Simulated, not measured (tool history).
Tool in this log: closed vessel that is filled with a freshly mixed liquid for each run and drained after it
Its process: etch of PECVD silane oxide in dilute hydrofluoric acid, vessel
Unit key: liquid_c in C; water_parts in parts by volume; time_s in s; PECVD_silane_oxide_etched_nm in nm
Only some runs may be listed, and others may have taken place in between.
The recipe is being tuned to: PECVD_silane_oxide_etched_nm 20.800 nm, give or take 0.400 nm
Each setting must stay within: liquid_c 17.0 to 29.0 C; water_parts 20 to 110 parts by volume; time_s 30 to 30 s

run  hour  liquid_c  water_parts  time_s  PECVD_silane_oxide_etched_nm
  1   0.0      21.0           60      30                        12.533
  2   9.2      22.5           60      30                        13.285
  3  17.2      24.0           60      30                        14.187
  4  25.3      24.0           60      30                        14.256
  5  31.3      21.0           60      30                        12.489
  6  37.1      21.0           45      30                        17.017
  7  46.1      21.0           45      30                        16.954
  8  48.2      22.0           45      30                        17.857
  9  51.9      22.5           45      30                        18.160
 10  54.6      23.0           45      30                        18.623
 11  59.2      23.5           45      30                        18.995
 12  62.5      24.0           45      30                        19.366
 13  68.8      24.5           45      30                        19.779
 14  74.2      25.0           45      30                        20.147
     77.2  -- hydrofluoric acid flow meter replaced
 15  77.2      25.5           45      30                        22.689
 16  86.4      24.0           45      30                        21.321

Which single option among these 4 for the next run brings every result within its allowed miss of target? Just one does.
  A  95.6      22.0           40      30                             ?
  B  95.6      24.5           50      30                             ?
  C  95.6      22.0           45      30                             ?
  D  95.6      23.5           45      30                             ?

move  PECVD_silane_oxide_etched_nm
   A                        22.215
   B                        19.461
   C                        19.621
   D                        20.889
A: moves away from the targets compared with the last run
B: the result that was furthest off in the last run now lies on the other side of its target
C: the result that was furthest off in the last run now lies on the other side of its target
D: each result inside its tolerance
Answer: D

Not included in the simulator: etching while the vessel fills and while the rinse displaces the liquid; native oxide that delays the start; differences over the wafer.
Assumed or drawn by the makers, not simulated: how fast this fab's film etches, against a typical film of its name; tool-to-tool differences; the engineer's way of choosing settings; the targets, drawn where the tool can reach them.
